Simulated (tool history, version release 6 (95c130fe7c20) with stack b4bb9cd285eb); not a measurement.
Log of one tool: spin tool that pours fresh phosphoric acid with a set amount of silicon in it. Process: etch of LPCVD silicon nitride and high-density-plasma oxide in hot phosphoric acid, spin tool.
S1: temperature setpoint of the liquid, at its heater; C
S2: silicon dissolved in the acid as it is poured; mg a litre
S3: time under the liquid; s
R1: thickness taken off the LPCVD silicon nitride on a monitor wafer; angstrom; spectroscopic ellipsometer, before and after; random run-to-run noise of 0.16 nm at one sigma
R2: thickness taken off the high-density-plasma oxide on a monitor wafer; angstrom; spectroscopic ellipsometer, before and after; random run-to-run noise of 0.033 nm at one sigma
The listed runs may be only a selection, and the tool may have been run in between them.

| run | day | S1 | S2 | S3 | R1 | R2 |
|---|---|---|---|---|---|---|
| 1 | 0 | 160 | 11 | 175 | 154.99 | 8.6493 |
| 2 | 0.217 | 160 | 11 | 225 | 200.69 | 11.357 |
| 3 | 0.375 | 161.5 | 11 | 225 | 210.35 | 12.424 |
| 4 | 0.733 | 161.5 | 10 | 225 | 206.39 | 12.859 |
| 5 | 0.792 | 161.5 | 10 | 165 | 151.28 | 9.5309 |
| 6 | 0.838 | 162.5 | 10 | 165 | 155.42 | 10.219 |
| 7 | 0.992 | 164 | 12.5 | 210 | 209.79 | 12.895 |
| 8 | 1.267 | 164 | 12 | 210 | 213.08 | 13.592 |
| 9 | 1.496 | 163.5 | 11.5 | 210 | 211.37 | 13.599 |

Run 10 comes next. What will it give?
| 10 | 1.792 | 163.5 | 11 | 210 | ? | ? |

R1: 207.84 angstrom
R2: 13.607 angstrom
